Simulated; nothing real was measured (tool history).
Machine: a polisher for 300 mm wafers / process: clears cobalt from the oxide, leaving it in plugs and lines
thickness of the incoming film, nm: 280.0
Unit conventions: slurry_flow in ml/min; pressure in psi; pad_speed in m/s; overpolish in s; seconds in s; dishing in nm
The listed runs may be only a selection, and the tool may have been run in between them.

run	hour	slurry_flow	pressure	pad_speed	overpolish	seconds	dishing
1	0.0	240	2.4	0.84	11	53.757	36.527
2	2.2	235	2.1	0.78	12	64.163	34.383
3	8.9	230	1.9	0.72	13	75.479	32.807
4	16.3	230	1.9	0.72	18	76.110	39.643
5	18.4	225	1.7	0.68	18	88.926	37.086
6	19.0	220	1.6	0.66	17	96.648	33.041
7	22.4	210	1.5	0.66	17	101.270	32.291

The next listed run, before its measurement:
8	24.9	210	1.5	0.66	17	?	?

{"run 8": {"seconds": 101.61, "dishing": 31.661}}
